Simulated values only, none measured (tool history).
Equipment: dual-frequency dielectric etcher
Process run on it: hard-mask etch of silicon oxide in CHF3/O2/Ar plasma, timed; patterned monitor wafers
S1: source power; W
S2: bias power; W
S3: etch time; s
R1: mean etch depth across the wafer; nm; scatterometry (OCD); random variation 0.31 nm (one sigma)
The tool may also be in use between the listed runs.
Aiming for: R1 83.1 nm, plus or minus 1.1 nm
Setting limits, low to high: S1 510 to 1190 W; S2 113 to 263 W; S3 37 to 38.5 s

run,hour,S1,S2,S3,R1
1,0,850,188,37,89.34
2,0.9,850,188,37,88.743
3,8.4,820,187,37,87.852
4,12.5,820,187,37,87.925
5,20,790,186,37,86.388
6,24.7,790,186,38.5,90.634
7,31.9,750,185,38.5,88.848
8,33.2,720,184,38.5,87.891
9,36.8,570,180,38.5,81.84

Of the 4 settings listed for the next run, only one would bring every result within its allowed miss of target. Which one?
A,40.4,800,162,38,?
B,40.4,510,189,37.5,?
C,40.4,520,190,38,?
D,40.4,560,172,38,?

move,R1
A,83.617
B,79.639
C,81.285
D,78.61
A: each result inside its tolerance
B: lands further from the targets than the last run did
C: lands further from the targets than the last run did
D: lands further from the targets than the last run did
Go with A: it meets all targets.

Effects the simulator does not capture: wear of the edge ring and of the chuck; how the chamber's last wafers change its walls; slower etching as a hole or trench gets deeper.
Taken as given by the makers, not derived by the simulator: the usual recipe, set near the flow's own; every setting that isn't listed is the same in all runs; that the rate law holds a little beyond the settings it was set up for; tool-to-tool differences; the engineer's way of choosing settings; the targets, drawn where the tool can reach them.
